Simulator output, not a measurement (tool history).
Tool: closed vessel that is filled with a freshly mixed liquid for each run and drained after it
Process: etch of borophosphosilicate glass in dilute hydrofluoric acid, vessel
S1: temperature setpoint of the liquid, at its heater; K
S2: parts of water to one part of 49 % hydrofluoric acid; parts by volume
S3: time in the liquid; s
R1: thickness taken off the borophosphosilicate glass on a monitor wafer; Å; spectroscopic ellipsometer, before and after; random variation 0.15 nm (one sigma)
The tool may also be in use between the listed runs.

run	day	S1	S2	S3	R1
1	0	295.15	145	100	360.33
2	0.325	295.15	145	100	361.06
3	0.483	295.15	185	100	269.71
4	0.712	294.65	185	100	265
5	1.033	294.15	185	100	260.27
6	1.125	294.15	185	100	257.27
7	1.221	293.65	185	100	253.35

The next listed run, before its measurement:
8	1.512	293.15	185	100	?

{"run 8": {"R1": 248.59}}
